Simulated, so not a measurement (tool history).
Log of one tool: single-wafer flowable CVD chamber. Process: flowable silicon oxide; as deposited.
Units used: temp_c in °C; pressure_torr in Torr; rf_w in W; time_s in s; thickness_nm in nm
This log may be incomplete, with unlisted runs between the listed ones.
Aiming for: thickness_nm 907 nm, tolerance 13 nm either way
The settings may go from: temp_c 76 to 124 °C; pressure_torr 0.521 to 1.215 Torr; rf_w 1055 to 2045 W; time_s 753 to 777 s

run    day  temp_c  pressure_torr  rf_w  time_s  thickness_nm
  1      0     100          0.868  1550     753        522.61
  2  0.142      91          0.868  1550     753        738.54
  3  0.171      91          0.868  1765     753        768.77
  4  0.533      95          0.868  1765     753        655.69
  5    0.7      95          0.868  1765     753        657.52
  6  1.083      95          0.795  1765     753        602.62
  7  1.242      93          0.795  1765     753        644.23
  8  1.417      91          0.795  1765     753        699.82
  9  1.517      90          0.795  1765     753        725.47
 10  1.704      82          0.796  1765     753        949.13
 11  1.921      83          0.796  1765     753        925.46

Which of these 4 next moves meets every target?
  A  2.138      79           0.71  1890     753             ?
  B  2.138      84          0.837  1820     754             ?
  C  2.138      85          0.834  1655     753             ?
  D  2.138      84          0.868  1455     753             ?

move  thickness_nm
   A        945.21
   B        942.64
   C         882.5
   D        911.87
A: the biggest miss grows against the last run
B: the biggest miss grows against the last run
C: the result that was furthest off in the last run now lies on the other side of its target
D: every result lands within tolerance
D is the move that brings every result within its allowed miss.
